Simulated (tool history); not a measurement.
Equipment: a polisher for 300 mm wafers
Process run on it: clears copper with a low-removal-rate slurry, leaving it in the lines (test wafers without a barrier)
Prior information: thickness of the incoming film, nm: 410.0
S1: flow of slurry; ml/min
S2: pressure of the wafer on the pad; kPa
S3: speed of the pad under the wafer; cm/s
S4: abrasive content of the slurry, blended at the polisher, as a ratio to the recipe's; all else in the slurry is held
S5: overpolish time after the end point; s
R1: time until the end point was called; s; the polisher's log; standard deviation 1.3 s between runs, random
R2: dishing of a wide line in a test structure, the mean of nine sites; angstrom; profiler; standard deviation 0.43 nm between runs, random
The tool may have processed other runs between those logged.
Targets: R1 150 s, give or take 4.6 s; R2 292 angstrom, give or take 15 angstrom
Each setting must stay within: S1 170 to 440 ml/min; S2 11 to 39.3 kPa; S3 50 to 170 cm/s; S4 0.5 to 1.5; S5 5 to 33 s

| run | hour | S1 | S2 | S3 | S4 | S5 | R1 | R2 |
|---|---|---|---|---|---|---|---|---|
| 1 | 0 | 280 | 24.8 | 110 | 1 | 17 | 104.56 | 412.4 |
| 2 | 8.9 | 280 | 22.8 | 110 | 1 | 17 | 113.86 | 376.73 |
| 3 | 9.6 | 280 | 29 | 110 | 1 | 17 | 89.837 | 461.63 |
| 4 | 15.8 | 280 | 25.5 | 110 | 1 | 17 | 101.45 | 407.89 |
| 5 | 22.3 | 280 | 20.7 | 110 | 1 | 17 | 125.76 | 355.6 |
| 6 | 23.4 | 280 | 20 | 110 | 1 | 17 | 128.35 | 345.17 |
| 7 | 24.5 | 280 | 19.3 | 110 | 1 | 17 | 132.46 | 331.09 |
| 8 | 28.2 | 280 | 18.6 | 110 | 1 | 17 | 136.85 | 324.36 |
|  | 36.6 | worn pad replaced by a new one |
| 9 | 36.6 | 280 | 17.9 | 110 | 1 | 17 | 134.99 | 321.12 |
| 10 | 38.4 | 280 | 17.2 | 110 | 1 | 17 | 141.12 | 321.31 |
| 11 | 42.5 | 280 | 16.5 | 110 | 1 | 17 | 142.71 | 307.51 |

Exercise: of the 4 proposed moves below, exactly one satisfies all targets within the stated allowed misses. Which move is it?
| A | 46.6 | 295 | 16.5 | 112 | 1 | 14 | ? | ? |
| B | 46.6 | 275 | 22.8 | 76 | 1.05 | 21 | ? | ? |
| C | 46.6 | 335 | 15.9 | 108 | 1.05 | 14 | ? | ? |
| D | 46.6 | 260 | 17.2 | 110 | 0.75 | 16 | ? | ? |

| move | R1 | R2 |
|---|---|---|
| A | 142.62 | 271.37 |
| B | 149.45 | 369.6 |
| C | 150.12 | 259.38 |
| D | 148.65 | 293.65 |
A: about as far from the targets as the last run
B: meets the target for the result that was furthest off, but another lies outside its allowed miss
C: meets the target for the result that was furthest off, but another lies outside its allowed miss
D: all results in spec
Move D is the one to make.
